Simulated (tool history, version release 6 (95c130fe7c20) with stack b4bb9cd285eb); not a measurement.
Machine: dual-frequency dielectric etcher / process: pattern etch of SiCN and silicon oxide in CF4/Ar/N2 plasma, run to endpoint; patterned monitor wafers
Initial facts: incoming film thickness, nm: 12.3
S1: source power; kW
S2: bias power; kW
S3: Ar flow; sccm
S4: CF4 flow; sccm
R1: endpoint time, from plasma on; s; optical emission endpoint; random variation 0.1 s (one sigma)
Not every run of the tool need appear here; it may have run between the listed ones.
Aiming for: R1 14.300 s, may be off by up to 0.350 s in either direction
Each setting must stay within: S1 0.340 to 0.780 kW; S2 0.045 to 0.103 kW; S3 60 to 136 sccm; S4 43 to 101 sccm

Run 1, day 0.000: S1 0.560 kW, S2 0.074 kW, S3 98 sccm, S4 72 sccm. Result: R1 10.880 s.
Run 2, day 0.308: S1 0.520 kW, S2 0.073 kW, S3 98 sccm, S4 72 sccm. Result: R1 11.629 s.
Run 3, day 0.629: S1 0.490 kW, S2 0.072 kW, S3 98 sccm, S4 72 sccm. Result: R1 12.074 s.
Run 4, day 0.833: S1 0.460 kW, S2 0.071 kW, S3 98 sccm, S4 72 sccm. Result: R1 12.677 s.
Run 5, day 1.162: S1 0.440 kW, S2 0.071 kW, S3 98 sccm, S4 72 sccm. Result: R1 13.375 s.
Run 6, day 1.396: S1 0.430 kW, S2 0.071 kW, S3 98 sccm, S4 72 sccm. Result: R1 13.557 s.
Run 7, day 1.521: S1 0.420 kW, S2 0.071 kW, S3 98 sccm, S4 72 sccm. Result: R1 13.762 s.
Run 8, day 1.558: S1 0.420 kW, S2 0.071 kW, S3 98 sccm, S4 72 sccm. Result: R1 13.700 s.

Pick the move, out of 5, that brings all results within their allowed miss; only one does.
Run A, day 1.596: S1 0.390 kW, S2 0.071 kW, S3 89 sccm, S4 74 sccm. Result: R1 ?.
Run B, day 1.596: S1 0.390 kW, S2 0.064 kW, S3 89 sccm, S4 61 sccm. Result: R1 ?.
Run C, day 1.596: S1 0.420 kW, S2 0.074 kW, S3 99 sccm, S4 77 sccm. Result: R1 ?.
Run D, day 1.596: S1 0.380 kW, S2 0.066 kW, S3 96 sccm, S4 63 sccm. Result: R1 ?.
Run E, day 1.596: S1 0.460 kW, S2 0.063 kW, S3 106 sccm, S4 77 sccm. Result: R1 ?.

move      R1
   A  14.532
   B  15.471
   C  13.750
   D  15.812
   E  13.817
A: hits every target within its allowed miss
B: moves the result that the last run missed by most past its target, out the other side
C: nearer than the last run, and not there yet
D: moves the result that the last run missed by most past its target, out the other side
E: nearer than the last run, and not there yet
A is the move that brings every result within its allowed miss.

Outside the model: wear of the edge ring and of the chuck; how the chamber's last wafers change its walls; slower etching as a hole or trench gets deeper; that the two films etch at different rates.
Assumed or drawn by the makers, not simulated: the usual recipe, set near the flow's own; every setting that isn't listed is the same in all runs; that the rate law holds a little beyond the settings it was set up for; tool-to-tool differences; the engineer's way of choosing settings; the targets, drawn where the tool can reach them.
